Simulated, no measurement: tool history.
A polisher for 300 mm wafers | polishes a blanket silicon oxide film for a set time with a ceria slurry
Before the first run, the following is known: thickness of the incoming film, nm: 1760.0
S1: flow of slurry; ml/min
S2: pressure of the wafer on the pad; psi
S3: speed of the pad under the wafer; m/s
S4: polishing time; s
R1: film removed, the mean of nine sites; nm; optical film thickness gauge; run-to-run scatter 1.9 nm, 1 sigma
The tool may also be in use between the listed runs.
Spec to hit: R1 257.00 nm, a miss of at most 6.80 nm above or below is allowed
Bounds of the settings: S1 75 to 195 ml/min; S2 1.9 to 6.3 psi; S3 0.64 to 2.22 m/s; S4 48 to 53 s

run	hour	S1	S2	S3	S4	R1
1	0.0	125	4.1	1.42	53	501.84
2	8.2	125	4.1	1.42	53	501.21
3	9.0	125	4.1	1.22	53	458.80
4	11.5	125	4.1	1.22	48	409.42
5	12.6	125	4.1	1.22	48	412.54
6	13.4	110	4.1	1.22	48	407.02
7	17.3	110	3.8	1.22	48	373.81
8	24.8	105	3.6	1.22	48	353.24
9	33.7	105	3.4	1.22	48	329.96
10	37.2	105	3.3	1.22	48	327.26
11	44.2	100	3.2	1.22	48	314.93
12	45.3	100	3.1	1.22	48	305.93
13	53.1	100	3.0	1.22	48	292.45
14	56.0	100	2.9	1.22	48	286.51
15	60.3	100	2.8	1.22	48	275.53
16	66.4	100	2.7	1.22	48	264.78

4 next moves are on the table. One of them brings every result within its allowed miss. Which?
A	72.5	105	3.0	0.80	51	?
B	72.5	105	2.4	1.38	52	?
C	72.5	95	2.9	1.22	50	?
D	72.5	90	3.2	0.88	50	?

move	R1
A	257.58
B	282.71
C	297.95
D	273.40
A: every result lands within tolerance
B: misses by more than the last run did
C: misses by more than the last run did
D: misses by more than the last run did
Correct choice: A, which meets every target
